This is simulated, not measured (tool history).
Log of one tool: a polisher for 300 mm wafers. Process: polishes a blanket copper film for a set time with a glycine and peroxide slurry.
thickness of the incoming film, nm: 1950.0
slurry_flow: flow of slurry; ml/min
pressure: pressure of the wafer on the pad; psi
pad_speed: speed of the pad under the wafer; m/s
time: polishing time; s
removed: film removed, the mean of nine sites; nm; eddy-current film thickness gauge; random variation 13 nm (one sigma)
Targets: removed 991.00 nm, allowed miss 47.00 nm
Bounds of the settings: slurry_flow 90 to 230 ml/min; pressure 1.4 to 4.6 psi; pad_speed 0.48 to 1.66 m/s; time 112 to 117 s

{"run": 1, "hour": 0.0, "slurry_flow": 150, "pressure": 3.0, "pad_speed": 1.06, "time": 112, "removed": 793.7}
{"run": 2, "hour": 4.3, "slurry_flow": 150, "pressure": 3.0, "pad_speed": 0.9, "time": 112, "removed": 723.16}
{"run": 3, "hour": 10.4, "slurry_flow": 150, "pressure": 3.0, "pad_speed": 0.76, "time": 112, "removed": 648.74}
{"run": 4, "hour": 15.9, "slurry_flow": 150, "pressure": 3.2, "pad_speed": 0.76, "time": 112, "removed": 682.21}
{"run": 5, "hour": 18.5, "slurry_flow": 150, "pressure": 3.5, "pad_speed": 0.76, "time": 112, "removed": 724.9}
{"run": 6, "hour": 27.4, "slurry_flow": 150, "pressure": 3.5, "pad_speed": 0.76, "time": 112, "removed": 728.5}
{"run": 7, "hour": 35.3, "slurry_flow": 150, "pressure": 3.6, "pad_speed": 0.76, "time": 112, "removed": 750.41}
{"run": 8, "hour": 37.4, "slurry_flow": 150, "pressure": 3.7, "pad_speed": 0.76, "time": 112, "removed": 776.21}

5 next moves are on the table. One of them brings every result within its allowed miss. Which?
{"run": "A", "hour": 39.5, "slurry_flow": 125, "pressure": 3.5, "pad_speed": 0.9, "time": 117, "removed": "?"}
{"run": "B", "hour": 39.5, "slurry_flow": 185, "pressure": 3.6, "pad_speed": 0.82, "time": 117, "removed": "?"}
{"run": "C", "hour": 39.5, "slurry_flow": 145, "pressure": 4.0, "pad_speed": 0.84, "time": 113, "removed": "?"}
{"run": "D", "hour": 39.5, "slurry_flow": 165, "pressure": 4.0, "pad_speed": 0.94, "time": 117, "removed": "?"}
{"run": "E", "hour": 39.5, "slurry_flow": 175, "pressure": 3.5, "pad_speed": 0.72, "time": 112, "removed": "?"}

move=A removed=811.75
move=B removed=840.34
move=C removed=866.70
move=D removed=981.26
move=E removed=724.71
A: nearer than the last run, and not there yet
B: nearer than the last run, and not there yet
C: nearer than the last run, and not there yet
D: meets every target
E: further off than the last run
Answer: D
